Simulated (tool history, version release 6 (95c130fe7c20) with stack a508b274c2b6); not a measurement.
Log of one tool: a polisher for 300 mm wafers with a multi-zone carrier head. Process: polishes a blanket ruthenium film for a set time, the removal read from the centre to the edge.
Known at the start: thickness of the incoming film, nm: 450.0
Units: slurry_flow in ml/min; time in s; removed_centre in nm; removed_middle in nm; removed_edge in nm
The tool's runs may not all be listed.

run	hour	slurry_flow	centre_zone	middle_zone	edge_zone	time	removed_centre	removed_middle	removed_edge
1	0	255	1	1	1	45	37.13	33.318	33.281
2	1	255	1	1	0.95	45	37.815	34.143	32.62
3	6.7	250	0.97	0.99	0.98	42	33.931	31.343	31.196
4	14.1	245	0.95	0.98	0.99	39	30.609	28.352	28.843
# hour 19.4: centre zone pressure recalibrated
5	19.4	245	0.95	0.94	0.99	39	27.607	27.464	28.761
6	21.6	240	0.96	0.92	0.99	37	26.813	25.425	27.61
7	27.8	235	0.95	0.9	0.98	36	24.997	25.035	26.045
8	33.9	235	0.95	0.89	0.99	35	25.127	23.333	25.663
9	35	165	0.85	0.91	1.06	24	14.199	15.644	17.443
10	41.5	185	0.85	0.91	1.07	24	14.763	15.822	17.65
11	47.2	195	0.85	0.9	1.07	25	15.476	16.77	18.51
12	56.1	265	0.88	0.83	1.17	26	17.329	16.971	20.97

Forecast run 13:
13	63.5	265	0.88	0.83	1.17	26	?	?	?

{"run 13": {"removed_centre": 17.315, "removed_middle": 16.843, "removed_edge": 20.624}}

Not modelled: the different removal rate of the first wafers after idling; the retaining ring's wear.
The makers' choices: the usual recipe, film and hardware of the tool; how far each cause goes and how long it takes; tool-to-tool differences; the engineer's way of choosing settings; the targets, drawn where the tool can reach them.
